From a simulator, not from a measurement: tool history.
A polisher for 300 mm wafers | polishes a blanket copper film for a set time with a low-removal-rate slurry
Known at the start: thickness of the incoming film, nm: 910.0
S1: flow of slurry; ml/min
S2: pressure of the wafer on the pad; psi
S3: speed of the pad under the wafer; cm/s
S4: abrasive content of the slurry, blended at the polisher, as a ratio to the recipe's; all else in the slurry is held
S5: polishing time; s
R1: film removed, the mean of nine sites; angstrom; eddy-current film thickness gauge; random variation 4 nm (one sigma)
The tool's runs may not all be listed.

run  hour   S1   S2  S3   S4  S5      R1
  1   0.0  285  2.5  98  1.0  87  1963.0
  2   8.7  255  2.5  98  1.0  87  1923.4
  3  13.5  255  2.5  98  0.9  87  1894.2
  4  17.7  255  2.6  98  0.9  87  1937.8
  5  23.9  255  3.1  98  0.9  87  2272.8
  6  27.9  310  3.1  98  0.9  87  2333.2
  7  35.4  310  3.1  98  0.9  87  2258.8
  8  44.0  310  3.1  98  0.9  87  2372.0
  9  49.7  310  3.2  98  0.9  87  2361.4
 10  53.3  310  3.3  98  0.9  87  2421.4
 11  55.1  310  3.4  98  0.9  87  2581.8

The next listed run, before its measurement:
 12  61.6  310  3.8  100  0.9  87   ?

R1: 2845.0 angstrom
